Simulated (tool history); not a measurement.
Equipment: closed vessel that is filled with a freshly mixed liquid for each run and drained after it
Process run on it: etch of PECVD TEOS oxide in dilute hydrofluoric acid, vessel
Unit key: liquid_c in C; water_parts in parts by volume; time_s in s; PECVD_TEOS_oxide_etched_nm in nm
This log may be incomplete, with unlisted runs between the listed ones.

run    day  liquid_c  water_parts  time_s  PECVD_TEOS_oxide_etched_nm
  1      0        21          295    1100                      82.902
  2  0.183        23          295    1100                       87.12
  3   0.55      23.5          285    1100                       93.29
  4  0.817        25          285    1100                      98.506
  5  1.208      25.5          280    1100                      103.23
  6  1.417        22          280    1100                      91.126
  7  1.571      22.5          275    1100                      93.949
  8  1.783        23          270    1100                      98.586
  9  2.108      23.5          265    1100                      102.44
 10    2.2      23.5          265    1100                      102.21
 11   2.35        24          260    1100                      107.38
 12  2.492      24.5          255    1100                      111.55

Expected results for the next run?
 13  2.55      28.5          215    1100                           ?

{"run 13": {"PECVD_TEOS_oxide_etched_nm": 159.42}}
